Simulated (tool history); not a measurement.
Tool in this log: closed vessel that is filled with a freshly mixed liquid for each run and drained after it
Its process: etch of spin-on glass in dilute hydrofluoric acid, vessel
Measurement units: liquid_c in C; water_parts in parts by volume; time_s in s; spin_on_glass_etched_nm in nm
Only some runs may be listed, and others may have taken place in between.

run  hour  liquid_c  water_parts  time_s  spin_on_glass_etched_nm
  1     0        20          185      85                   12.043
  2   8.3        20          185      95                   13.541
  3  17.1        20          155      95                   16.757
  4  21.5      19.5          180      95                    13.62
  5  24.4      19.5          180      85                    12.14
  6    33      19.5          180      95                   13.782
  7  41.4        19          200      95                   11.977
  8  46.1        19          200      95                   11.874

What will run 9 give?
  9  53.3        17          270      95                        ?

Run 9 measured spin_on_glass_etched_nm 7.5615 nm.
